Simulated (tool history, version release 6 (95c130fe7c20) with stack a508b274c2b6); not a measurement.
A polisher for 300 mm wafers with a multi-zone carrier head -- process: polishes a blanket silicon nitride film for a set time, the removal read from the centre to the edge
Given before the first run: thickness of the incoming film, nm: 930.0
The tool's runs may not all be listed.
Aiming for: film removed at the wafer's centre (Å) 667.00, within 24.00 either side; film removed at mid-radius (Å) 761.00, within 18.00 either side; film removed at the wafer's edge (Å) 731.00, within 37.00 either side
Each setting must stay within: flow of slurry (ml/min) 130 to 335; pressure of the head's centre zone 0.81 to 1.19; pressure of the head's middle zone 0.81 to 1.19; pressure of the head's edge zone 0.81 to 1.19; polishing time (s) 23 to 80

run,day,flow of slurry (ml/min),pressure of the head's centre zone,pressure of the head's middle zone,pressure of the head's edge zone,polishing time (s),film removed at the wafer's centre (Å),film removed at mid-radius (Å),film removed at the wafer's edge (Å)
1,0.000,215,1.00,1.00,1.00,51,899.16,903.24,880.61
2,0.054,215,1.05,1.00,1.00,51,945.75,905.11,924.23
3,0.138,205,1.01,0.99,1.01,50,895.95,867.56,867.85
4,0.196,175,1.01,0.99,1.01,50,885.02,834.65,896.32
5,0.392,175,0.98,0.99,1.01,49,821.32,839.79,868.31
6,0.475,180,0.96,0.97,0.99,48,812.36,800.28,837.33
7,0.825,180,0.96,0.97,0.99,48,805.04,804.02,829.61
8,1.125,180,0.93,0.97,0.98,48,774.69,797.47,815.56
9,1.288,180,0.91,0.97,0.97,48,776.67,798.24,828.06
10,1.333,185,0.90,0.98,0.97,47,746.81,789.31,796.84
11,1.367,185,0.88,0.98,0.96,47,735.78,800.39,793.04
12,1.621,185,0.87,0.98,0.95,47,733.62,800.73,785.31
13,1.758,180,0.86,0.98,0.94,47,716.42,791.42,810.29
14,1.958,180,0.86,0.98,0.94,47,711.99,795.51,820.71
15,2.175,180,0.86,0.98,0.94,47,710.60,786.64,794.91
16,2.333,180,0.86,0.98,0.94,47,715.31,801.22,791.94
17,2.512,185,0.85,0.97,0.93,47,721.59,783.22,793.94
18,2.625,190,0.85,0.97,0.93,46,711.80,773.91,788.28
19,2.783,195,0.85,0.98,0.93,45,693.19,781.21,766.94
20,3.071,175,0.84,0.98,0.87,44,659.30,747.31,712.74

Which one of the following 5 next-run settings gets every result inside its allowed miss? There is exactly one.
A,3.358,160,0.87,0.92,0.84,46,?,?,?
B,3.358,260,0.85,0.96,0.88,41,?,?,?
C,3.358,235,0.85,1.01,0.95,42,?,?,?
D,3.358,165,0.88,0.99,0.84,43,?,?,?
E,3.358,130,0.81,0.93,0.83,48,?,?,?

move,film removed at the wafer's centre (Å),film removed at mid-radius (Å),film removed at the wafer's edge (Å)
A,712.23,717.89,727.65
B,680.72,716.70,697.11
C,687.77,756.48,725.40
D,676.64,718.14,682.70
E,666.26,719.13,729.82
A: the biggest miss grows against the last run
B: the biggest miss grows against the last run
C: every result within its allowed miss
D: the biggest miss grows against the last run
E: the biggest miss grows against the last run
Go with C: it meets all targets.
